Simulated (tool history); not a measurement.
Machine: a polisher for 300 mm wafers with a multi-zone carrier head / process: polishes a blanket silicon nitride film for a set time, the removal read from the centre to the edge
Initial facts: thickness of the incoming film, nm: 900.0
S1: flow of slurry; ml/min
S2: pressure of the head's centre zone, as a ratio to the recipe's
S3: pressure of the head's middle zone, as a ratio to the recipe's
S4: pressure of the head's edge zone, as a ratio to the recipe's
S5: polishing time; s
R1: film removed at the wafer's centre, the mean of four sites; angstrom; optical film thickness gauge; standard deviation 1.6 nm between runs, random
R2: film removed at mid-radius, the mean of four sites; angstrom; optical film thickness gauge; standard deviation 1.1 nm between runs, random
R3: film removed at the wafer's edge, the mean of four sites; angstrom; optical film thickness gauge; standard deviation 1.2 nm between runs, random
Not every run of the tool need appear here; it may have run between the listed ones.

run,day,S1,S2,S3,S4,S5,R1,R2,R3
1,0,130,1,1,1,88,965.85,965.29,971.35
2,0.079,130,1,1,0.97,88,947.95,957.88,948.97
3,0.333,140,1.02,1.01,1.01,89,1011.7,981.67,989.85
4,0.558,145,1.03,1.03,1.04,91,1050.1,1035.5,1055.3
5,0.608,155,1.05,1.04,1.05,92,1117.5,1089.6,1064.3
6,0.733,155,1.08,1.04,1.05,92,1134,1073.9,1060.9
7,1.05,160,1.08,1.04,1.07,92,1164.4,1069.2,1083.6

Run 8, settings as shown, results not yet in. Your forecast:
8,1.292,190,1.06,1.08,1.11,94,?,?,?

R1: 1169.9 angstrom
R2: 1169.5 angstrom
R3: 1150.7 angstrom
